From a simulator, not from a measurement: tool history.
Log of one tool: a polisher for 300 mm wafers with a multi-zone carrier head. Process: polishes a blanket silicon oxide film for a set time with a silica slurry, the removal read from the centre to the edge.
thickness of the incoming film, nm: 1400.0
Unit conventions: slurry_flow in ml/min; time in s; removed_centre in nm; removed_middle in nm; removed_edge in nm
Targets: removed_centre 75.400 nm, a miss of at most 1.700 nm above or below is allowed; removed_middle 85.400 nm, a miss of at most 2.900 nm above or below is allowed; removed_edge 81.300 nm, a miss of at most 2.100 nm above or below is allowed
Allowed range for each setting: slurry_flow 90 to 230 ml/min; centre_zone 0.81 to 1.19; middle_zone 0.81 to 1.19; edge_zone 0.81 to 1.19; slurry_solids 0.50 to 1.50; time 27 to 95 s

run	hour	slurry_flow	centre_zone	middle_zone	edge_zone	slurry_solids	time	removed_centre	removed_middle	removed_edge
1	0.0	150	1.00	1.00	1.00	1.00	61	149.980	138.420	136.500
2	4.0	145	0.97	1.00	0.98	0.90	59	133.420	127.290	126.880
3	12.5	145	0.97	1.00	0.98	0.75	59	125.160	115.970	116.820
4	16.1	145	0.94	1.00	0.98	0.75	59	121.320	115.910	116.190
5	23.5	145	0.89	1.00	0.98	0.75	59	115.380	116.290	117.090
6	29.7	140	0.88	1.01	0.97	0.70	57	106.920	109.800	108.800
7	38.2	135	0.87	1.02	0.96	0.65	56	97.714	105.460	102.920
8	43.7	130	0.87	1.01	0.94	0.65	55	95.214	100.450	99.524
# hour 44.5: centre zone pressure recalibrated
9	44.5	125	0.86	1.01	0.92	0.65	55	85.291	100.480	98.043
10	50.1	125	0.87	1.01	0.91	0.65	54	84.686	98.701	94.773
11	58.9	125	0.88	1.00	0.90	0.65	54	85.448	96.421	94.402
12	59.7	125	0.89	1.00	0.89	0.65	54	87.238	96.880	94.145
13	65.3	110	0.85	0.98	0.81	0.50	52	67.964	79.790	77.354
14	68.9	115	0.85	0.98	0.81	0.50	52	68.896	82.412	78.630
15	77.6	120	0.85	0.98	0.81	0.50	52	70.325	81.279	79.215
16	86.3	125	0.85	0.98	0.81	0.50	52	70.777	81.549	79.269
17	88.9	130	0.85	0.98	0.81	0.50	52	71.334	83.132	80.324
18	92.5	135	0.85	0.98	0.81	0.50	52	71.758	84.889	79.694

Next run, 4 choices. One meets every target within its allowed miss, the rest don't. Which?
A	96.1	120	0.89	1.02	0.86	0.55	51	?	?	?
B	96.1	145	0.85	0.86	0.85	0.50	51	?	?	?
C	96.1	140	0.90	0.95	0.81	0.50	53	?	?	?
D	96.1	95	0.92	0.92	0.85	0.50	56	?	?	?

move	removed_centre	removed_middle	removed_edge
A	75.130	87.193	81.723
B	72.464	77.553	80.851
C	79.115	85.805	82.108
D	75.127	79.147	81.631
A: all results in spec
B: misses by more than the last run did
C: pushes the last run's worst result past its target
D: meets the target for the result that was furthest off, but another lies outside its allowed miss
A meets every target.
